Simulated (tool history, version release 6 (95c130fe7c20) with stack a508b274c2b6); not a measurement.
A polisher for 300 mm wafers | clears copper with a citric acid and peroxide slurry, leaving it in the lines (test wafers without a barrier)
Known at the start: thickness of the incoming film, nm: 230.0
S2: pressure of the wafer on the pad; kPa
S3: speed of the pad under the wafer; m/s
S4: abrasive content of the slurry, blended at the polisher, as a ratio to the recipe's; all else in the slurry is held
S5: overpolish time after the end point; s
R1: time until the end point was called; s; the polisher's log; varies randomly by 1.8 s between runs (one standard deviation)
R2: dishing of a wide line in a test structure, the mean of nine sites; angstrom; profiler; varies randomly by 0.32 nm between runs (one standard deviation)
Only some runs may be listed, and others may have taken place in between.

{"run": 1, "day": 0.0, "flow of slurry (ml/min)": 255, "S2": 15.2, "S3": 1.3, "S4": 1.0, "S5": 22, "R1": 124.77, "R2": 292.02}
{"run": 2, "day": 0.179, "flow of slurry (ml/min)": 255, "S2": 15.2, "S3": 1.62, "S4": 1.0, "S5": 22, "R1": 101.82, "R2": 346.69}
{"run": 3, "day": 0.358, "flow of slurry (ml/min)": 255, "S2": 15.2, "S3": 1.62, "S4": 1.0, "S5": 27, "R1": 101.2, "R2": 393.39}
{"run": 4, "day": 0.538, "flow of slurry (ml/min)": 255, "S2": 15.2, "S3": 1.62, "S4": 0.9, "S5": 27, "R1": 106.88, "R2": 392.29}
{"run": 5, "day": 0.571, "flow of slurry (ml/min)": 260, "S2": 13.8, "S3": 1.62, "S4": 0.95, "S5": 22, "R1": 111.34, "R2": 318.72}
{"run": 6, "day": 0.75, "flow of slurry (ml/min)": 260, "S2": 13.1, "S3": 1.62, "S4": 1.0, "S5": 18, "R1": 115.7, "R2": 261.33}

What will run 7 give?
{"run": 7, "day": 0.8, "flow of slurry (ml/min)": 265, "S2": 12.4, "S3": 1.62, "S4": 1.0, "S5": 16, "R1": "?", "R2": "?"}

R1: 117.98 s
R2: 219.61 angstrom
